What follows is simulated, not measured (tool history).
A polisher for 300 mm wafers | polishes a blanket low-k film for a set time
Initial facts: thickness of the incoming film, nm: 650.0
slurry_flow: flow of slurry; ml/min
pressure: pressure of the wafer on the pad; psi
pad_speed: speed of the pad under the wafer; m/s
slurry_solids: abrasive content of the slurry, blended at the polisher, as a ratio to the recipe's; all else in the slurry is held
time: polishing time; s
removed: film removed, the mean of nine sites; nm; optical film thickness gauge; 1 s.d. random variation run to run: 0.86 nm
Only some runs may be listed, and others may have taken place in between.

run 1 hour=0.0 | slurry_flow=160 pressure=2.2 pad_speed=1.00 slurry_solids=1.0 time=113 | removed=56.320
run 2 hour=7.1 | slurry_flow=160 pressure=2.2 pad_speed=1.00 slurry_solids=1.0 time=113 | removed=56.572
run 3 hour=9.1 | slurry_flow=160 pressure=1.7 pad_speed=1.00 slurry_solids=1.0 time=113 | removed=44.557
run 4 hour=13.6 | slurry_flow=160 pressure=1.7 pad_speed=1.22 slurry_solids=1.0 time=113 | removed=51.699
run 5 hour=15.0 | slurry_flow=160 pressure=1.2 pad_speed=1.22 slurry_solids=1.0 time=113 | removed=36.932
run 6 hour=18.2 | slurry_flow=160 pressure=1.4 pad_speed=1.22 slurry_solids=1.0 time=113 | removed=42.243
run 7 hour=24.7 | slurry_flow=160 pressure=1.5 pad_speed=1.22 slurry_solids=1.0 time=113 | removed=45.191
run 8 hour=33.0 | slurry_flow=160 pressure=1.5 pad_speed=1.22 slurry_solids=1.0 time=113 | removed=45.823
run 9 hour=40.9 | slurry_flow=160 pressure=1.6 pad_speed=1.22 slurry_solids=1.0 time=113 | removed=49.065

Forecast run 10:
run 10 hour=48.2 | slurry_flow=160 pressure=1.7 pad_speed=1.22 slurry_solids=1.0 time=113 | removed=?

removed: 51.358 nm

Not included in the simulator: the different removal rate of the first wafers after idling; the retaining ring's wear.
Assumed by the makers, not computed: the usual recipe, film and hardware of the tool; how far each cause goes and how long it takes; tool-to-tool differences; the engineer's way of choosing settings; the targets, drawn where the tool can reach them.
